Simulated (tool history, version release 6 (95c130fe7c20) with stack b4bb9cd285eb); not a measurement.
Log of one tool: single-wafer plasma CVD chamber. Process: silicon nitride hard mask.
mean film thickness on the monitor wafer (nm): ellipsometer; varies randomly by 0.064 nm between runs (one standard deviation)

| run | hour | heater temperature setpoint (°C) | chamber pressure (Torr) | RF power (kW) | deposition time (s) | mean film thickness on the monitor wafer (nm) |
|---|---|---|---|---|---|---|
| 1 | 0 | 400 | 2.07 | 0.345 | 15.2 | 19.94 |
| 2 | 0.9 | 400 | 1.94 | 0.345 | 15.2 | 19.545 |
| 3 | 7 | 400 | 1.84 | 0.345 | 15.2 | 19.293 |
| 4 | 8.6 | 396 | 1.84 | 0.345 | 15.2 | 19.239 |
| 5 | 9.8 | 392 | 1.84 | 0.345 | 15.2 | 19.455 |
| 6 | 11.8 | 393 | 1.75 | 0.345 | 15.2 | 19.086 |
| 7 | 18.4 | 393 | 1.69 | 0.345 | 15.2 | 18.864 |
| 8 | 21.7 | 393 | 1.65 | 0.345 | 15.2 | 18.812 |

What will run 9 give?
| 9 | 28.1 | 393 | 1.61 | 0.345 | 15.2 | ? |

mean film thickness on the monitor wafer (nm): 18.695
